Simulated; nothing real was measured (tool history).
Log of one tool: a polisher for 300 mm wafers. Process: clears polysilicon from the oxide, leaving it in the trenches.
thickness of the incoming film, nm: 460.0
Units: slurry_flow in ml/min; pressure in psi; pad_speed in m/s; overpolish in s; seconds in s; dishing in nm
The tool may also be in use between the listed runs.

run	hour	slurry_flow	pressure	pad_speed	overpolish	seconds	dishing
1	0.0	260	2.8	1.10	18	28.152	40.497
2	8.5	260	2.2	1.10	18	33.446	40.355
3	15.8	325	2.2	1.10	18	33.803	40.732
4	21.5	270	1.9	0.90	14	47.993	38.834
5	23.2	270	1.5	0.90	14	58.664	37.184
6	30.9	230	1.4	0.84	11	63.628	34.004
7	39.1	160	1.5	0.54	5	101.010	16.409
8	46.8	200	1.5	0.56	5	94.341	17.405
9	50.7	220	1.4	0.60	7	91.133	22.127
10	57.8	240	1.4	0.62	7	85.750	22.788
11	59.3	255	1.4	0.62	7	87.821	23.611
12	66.3	270	1.4	0.64	7	84.469	23.354
13	69.4	275	1.4	0.66	7	85.692	24.147
14	72.2	275	1.4	0.66	7	82.867	23.652
15	81.0	275	1.4	0.68	7	80.127	24.512
16	89.7	280	1.4	0.68	7	80.884	24.623
17	97.1	285	1.4	0.68	7	82.758	24.761

Run 18 comes next. What will it give?
18	100.2	290	1.4	0.70	7	?	?

seconds: 79.137 s
dishing: 24.892 nm
